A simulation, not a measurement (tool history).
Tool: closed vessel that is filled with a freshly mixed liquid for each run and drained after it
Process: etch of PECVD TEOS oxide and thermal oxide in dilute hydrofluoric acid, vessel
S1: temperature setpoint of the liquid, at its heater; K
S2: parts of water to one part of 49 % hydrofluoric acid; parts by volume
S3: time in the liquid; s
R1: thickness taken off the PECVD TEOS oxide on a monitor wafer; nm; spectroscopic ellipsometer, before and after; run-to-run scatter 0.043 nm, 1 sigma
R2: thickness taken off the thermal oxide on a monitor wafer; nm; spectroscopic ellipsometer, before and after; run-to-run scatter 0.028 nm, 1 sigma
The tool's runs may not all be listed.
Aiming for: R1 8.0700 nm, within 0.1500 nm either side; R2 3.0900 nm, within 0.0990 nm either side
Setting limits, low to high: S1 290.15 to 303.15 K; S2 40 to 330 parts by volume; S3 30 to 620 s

Run 1, hour 0.0: S1 295.15 K, S2 185 parts by volume, S3 315 s. Result: R1 15.6490 nm, R2 5.9586 nm.
Run 2, hour 3.5: S1 294.15 K, S2 195 parts by volume, S3 315 s. Result: R1 14.1540 nm, R2 5.3609 nm.
Run 3, hour 11.6: S1 294.15 K, S2 195 parts by volume, S3 425 s. Result: R1 19.0620 nm, R2 7.2862 nm.
Run 4, hour 17.8: S1 294.15 K, S2 235 parts by volume, S3 425 s. Result: R1 15.1540 nm, R2 5.7759 nm.
Run 5, hour 23.7: S1 296.15 K, S2 235 parts by volume, S3 425 s. Result: R1 16.3290 nm, R2 6.2368 nm.
Run 6, hour 30.2: S1 296.15 K, S2 235 parts by volume, S3 360 s. Result: R1 13.9210 nm, R2 5.3506 nm.
Run 7, hour 31.7: S1 295.15 K, S2 245 parts by volume, S3 360 s. Result: R1 12.6480 nm, R2 4.9615 nm.
Run 8, hour 39.5: S1 294.65 K, S2 250 parts by volume, S3 360 s. Result: R1 12.0830 nm, R2 4.5764 nm.
Run 9, hour 43.2: S1 292.65 K, S2 310 parts by volume, S3 350 s. Result: R1 8.3995 nm, R2 3.1809 nm.

Exercise: of the 4 proposed moves below, exactly one satisfies all targets within the stated allowed misses. Which move is it?
Run A, hour 46.9: S1 293.65 K, S2 320 parts by volume, S3 325 s. Result: R1 ?, R2 ?.
Run B, hour 46.9: S1 302.15 K, S2 260 parts by volume, S3 205 s. Result: R1 ?, R2 ?.
Run C, hour 46.9: S1 291.65 K, S2 255 parts by volume, S3 275 s. Result: R1 ?, R2 ?.
Run D, hour 46.9: S1 300.65 K, S2 290 parts by volume, S3 250 s. Result: R1 ?, R2 ?.

move      R1      R2
   A  7.8251  2.9808
   B  8.6591  3.2985
   C  8.1776  3.1150
   D  8.7147  3.3196
A: takes the biggest miss from the last run beyond its target
B: further off than the last run
C: every result within its allowed miss
D: further off than the last run
The right move is C.
